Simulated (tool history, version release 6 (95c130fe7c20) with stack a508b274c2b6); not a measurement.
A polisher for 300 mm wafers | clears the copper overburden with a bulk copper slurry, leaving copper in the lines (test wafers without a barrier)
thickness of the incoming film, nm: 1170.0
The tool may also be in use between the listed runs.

run  hour  flow of slurry (ml/min)  pressure of the wafer on the pad (psi)  speed of the pad under the wafer (m/s)  abrasive content of the slurry  overpolish time after the end point (s)  time until the end point was called (s)  dishing of a wide line in a test structure (nm)
  1     0                      255                                     2.6                                    1.28                               1                                       29                                   122.36                                           84.455
  2   5.5                      255                                     2.5                                    1.26                               1                                       29                                   128.84                                           83.159
  3  12.9                      255                                     2.2                                    1.26                               1                                       29                                   146.84                                           77.668
  4  18.2                      255                                     2.1                                    1.24                               1                                       29                                   153.24                                           76.041
  5  18.8                      255                                     2.5                                    1.24                               1                                       29                                   129.03                                            82.81
  6  25.5                      255                                     2.4                                    1.22                               1                                       29                                   138.83                                           81.107

Forecast run 7:
  7  33.3                      255                                     2.3                                     1.2                               1                                       29                                        ?                                                ?

Run 7 gave time until the end point was called (s) 145.09, dishing of a wide line in a test structure (nm) 77.781.
